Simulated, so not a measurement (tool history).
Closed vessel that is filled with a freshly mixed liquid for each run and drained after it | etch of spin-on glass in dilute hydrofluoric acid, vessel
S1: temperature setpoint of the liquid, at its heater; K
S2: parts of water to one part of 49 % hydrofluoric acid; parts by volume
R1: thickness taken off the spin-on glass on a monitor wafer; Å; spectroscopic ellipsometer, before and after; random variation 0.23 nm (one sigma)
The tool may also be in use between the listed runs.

{"run": 1, "hour": 0.0, "S1": 293.15, "S2": 85, "time in the liquid (s)": 90, "R1": 363.86}
{"run": 2, "hour": 5.8, "S1": 293.15, "S2": 85, "time in the liquid (s)": 90, "R1": 361.56}
{"run": 3, "hour": 12.6, "S1": 292.65, "S2": 85, "time in the liquid (s)": 90, "R1": 354.37}
{"run": 4, "hour": 16.2, "S1": 292.15, "S2": 85, "time in the liquid (s)": 90, "R1": 347.7}
{"run": 5, "hour": 18.1, "S1": 292.15, "S2": 85, "time in the liquid (s)": 95, "R1": 364.31}
{"run": 6, "hour": 20.2, "S1": 291.65, "S2": 85, "time in the liquid (s)": 95, "R1": 363.74}
{"run": 7, "hour": 24.3, "S1": 291.15, "S2": 85, "time in the liquid (s)": 95, "R1": 351.15}
{"run": 8, "hour": 32.7, "S1": 291.15, "S2": 85, "time in the liquid (s)": 95, "R1": 349.42}
{"run": 9, "hour": 39.0, "S1": 290.65, "S2": 85, "time in the liquid (s)": 95, "R1": 343.37}
{"run": 10, "hour": 42.4, "S1": 290.15, "S2": 85, "time in the liquid (s)": 95, "R1": 340.78}

The next listed run, before its measurement:
{"run": 11, "hour": 46.4, "S1": 290.15, "S2": 90, "time in the liquid (s)": 95, "R1": "?"}

Run 11 gave R1 316.58 Å.
